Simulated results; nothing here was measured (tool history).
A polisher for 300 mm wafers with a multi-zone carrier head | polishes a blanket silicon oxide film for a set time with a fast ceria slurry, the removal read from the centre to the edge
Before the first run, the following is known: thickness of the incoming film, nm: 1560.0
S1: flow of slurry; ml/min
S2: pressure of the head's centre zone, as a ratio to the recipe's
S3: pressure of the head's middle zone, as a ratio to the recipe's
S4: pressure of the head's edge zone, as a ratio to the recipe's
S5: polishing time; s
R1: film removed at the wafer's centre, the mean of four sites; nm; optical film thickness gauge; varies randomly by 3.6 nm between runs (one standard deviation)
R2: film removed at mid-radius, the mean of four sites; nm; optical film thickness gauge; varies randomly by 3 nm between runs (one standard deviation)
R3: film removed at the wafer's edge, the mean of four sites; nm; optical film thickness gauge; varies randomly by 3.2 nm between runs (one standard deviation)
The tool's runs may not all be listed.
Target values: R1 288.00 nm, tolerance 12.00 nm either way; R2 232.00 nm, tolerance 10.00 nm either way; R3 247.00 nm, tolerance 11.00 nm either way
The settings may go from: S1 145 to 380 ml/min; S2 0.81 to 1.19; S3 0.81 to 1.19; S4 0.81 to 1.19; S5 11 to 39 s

run,hour,S1,S2,S3,S4,S5,R1,R2,R3
1,0.0,245,1.00,1.00,1.00,25,518.86,496.83,499.70
2,0.6,245,1.00,1.00,1.05,25,506.80,499.25,522.07
3,7.0,245,0.96,1.00,1.05,25,485.94,487.63,499.22
4,15.6,245,0.96,1.00,1.09,25,499.38,506.63,519.85
5,17.9,245,0.96,1.07,1.09,25,506.62,524.07,527.52
6,22.7,245,0.96,0.99,1.09,25,496.68,499.25,511.66
7,28.5,175,1.06,0.89,0.99,18,377.92,321.68,343.42
8,36.1,175,1.07,0.87,0.97,16,337.70,268.17,309.01
9,44.9,165,1.08,0.89,0.93,15,309.14,258.18,283.12
10,53.3,175,1.14,0.85,0.83,13,290.86,218.39,234.20
11,54.9,180,1.13,0.86,0.84,13,298.15,223.25,235.32

Pick the move, out of 4, that brings all results within their allowed miss; only one does.
A,56.5,150,1.05,0.85,0.81,14,?,?,?
B,56.5,165,1.14,0.84,0.84,13,?,?,?
C,56.5,145,1.14,0.81,0.99,13,?,?,?
D,56.5,155,1.15,0.83,0.88,13,?,?,?

move,R1,R2,R3
A,279.96,229.88,242.22
B,286.36,213.93,230.65
C,280.88,204.12,245.88
D,286.26,210.11,234.17
A: hits every target within its allowed miss
B: misses by more than the last run did
C: corrects the largest miss of the last run, while another result sits out of spec
D: misses by more than the last run did
Answer: A
